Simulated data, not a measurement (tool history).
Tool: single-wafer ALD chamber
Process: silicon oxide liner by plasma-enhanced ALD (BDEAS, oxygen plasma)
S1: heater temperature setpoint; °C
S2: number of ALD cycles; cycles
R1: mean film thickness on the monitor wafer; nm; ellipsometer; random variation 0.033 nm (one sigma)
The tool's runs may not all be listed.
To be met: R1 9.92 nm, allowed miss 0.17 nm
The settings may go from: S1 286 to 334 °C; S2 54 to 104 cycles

{"run": 1, "hour": 0.0, "S1": 310, "S2": 79, "R1": 7.6091}
{"run": 2, "hour": 2.5, "S1": 310, "S2": 86, "R1": 8.1807}
{"run": 3, "hour": 7.0, "S1": 310, "S2": 75, "R1": 7.1693}
{"run": 4, "hour": 9.5, "S1": 309, "S2": 80, "R1": 7.6337}
{"run": 5, "hour": 11.1, "S1": 309, "S2": 73, "R1": 7.0307}
{"run": 6, "hour": 15.4, "S1": 309, "S2": 68, "R1": 6.5368}
{"run": 7, "hour": 16.5, "S1": 308, "S2": 74, "R1": 7.111}
{"run": 8, "hour": 18.5, "S1": 307, "S2": 79, "R1": 7.6006}
{"run": 9, "hour": 22.5, "S1": 305, "S2": 83, "R1": 7.9789}
{"run": 10, "hour": 29.0, "S1": 302, "S2": 96, "R1": 9.2984}
{"run": 11, "hour": 36.9, "S1": 302, "S2": 97, "R1": 9.419}
{"run": 12, "hour": 41.7, "S1": 302, "S2": 98, "R1": 9.4265}
{"run": 13, "hour": 42.5, "S1": 302, "S2": 99, "R1": 9.6127}
{"run": 14, "hour": 45.5, "S1": 302, "S2": 100, "R1": 9.7098}

Which of these 4 next moves meets every target?
{"run": "A", "hour": 48.5, "S1": 307, "S2": 99, "R1": "?"}
{"run": "B", "hour": 48.5, "S1": 312, "S2": 100, "R1": "?"}
{"run": "C", "hour": 48.5, "S1": 296, "S2": 101, "R1": "?"}
{"run": "D", "hour": 48.5, "S1": 301, "S2": 99, "R1": "?"}

move=A R1=9.4772
move=B R1=9.5067
move=C R1=9.8981
move=D R1=9.5559
A: further off than the last run
B: further off than the last run
C: meets every target
D: further off than the last run
Answer: C
